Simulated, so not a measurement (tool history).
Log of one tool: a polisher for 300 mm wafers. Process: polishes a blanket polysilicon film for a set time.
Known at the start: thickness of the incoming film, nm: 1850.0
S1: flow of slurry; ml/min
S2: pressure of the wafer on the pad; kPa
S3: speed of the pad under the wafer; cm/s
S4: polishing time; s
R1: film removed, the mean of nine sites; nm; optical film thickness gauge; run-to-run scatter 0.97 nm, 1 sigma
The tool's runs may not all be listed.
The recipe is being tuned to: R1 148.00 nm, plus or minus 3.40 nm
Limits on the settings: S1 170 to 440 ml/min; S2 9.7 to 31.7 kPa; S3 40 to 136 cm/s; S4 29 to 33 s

Run 1, hour 0.0: S1 280 ml/min, S2 20.7 kPa, S3 88 cm/s, S4 33 s. Result: R1 231.55 nm.
Run 2, hour 7.3: S1 280 ml/min, S2 20.7 kPa, S3 78 cm/s, S4 33 s. Result: R1 206.80 nm.
Run 3, hour 9.8: S1 280 ml/min, S2 20.0 kPa, S3 78 cm/s, S4 33 s. Result: R1 200.96 nm.
Run 4, hour 13.0: S1 280 ml/min, S2 20.0 kPa, S3 78 cm/s, S4 29 s. Result: R1 175.97 nm.
Run 5, hour 21.9: S1 280 ml/min, S2 20.0 kPa, S3 78 cm/s, S4 33 s. Result: R1 201.36 nm.
Run 6, hour 30.1: S1 280 ml/min, S2 19.3 kPa, S3 78 cm/s, S4 33 s. Result: R1 193.49 nm.
Run 7, hour 37.4: S1 280 ml/min, S2 18.6 kPa, S3 78 cm/s, S4 33 s. Result: R1 189.11 nm.
Run 8, hour 44.6: S1 280 ml/min, S2 17.9 kPa, S3 78 cm/s, S4 33 s. Result: R1 180.82 nm.

4 next moves are on the table. One of them brings every result within its allowed miss. Which?
Run A, hour 51.8: S1 225 ml/min, S2 21.4 kPa, S3 86 cm/s, S4 33 s. Result: R1 ?.
Run B, hour 51.8: S1 235 ml/min, S2 19.3 kPa, S3 92 cm/s, S4 33 s. Result: R1 ?.
Run C, hour 51.8: S1 375 ml/min, S2 17.9 kPa, S3 62 cm/s, S4 33 s. Result: R1 ?.
Run D, hour 51.8: S1 340 ml/min, S2 17.9 kPa, S3 72 cm/s, S4 33 s. Result: R1 ?.

move      R1
   A  231.02
   B  224.28
   C  147.63
   D  169.35
A: lands further from the targets than the last run did
B: lands further from the targets than the last run did
C: meets every target
D: closes in on the targets versus the last run, not all within tolerance yet
C meets every target.
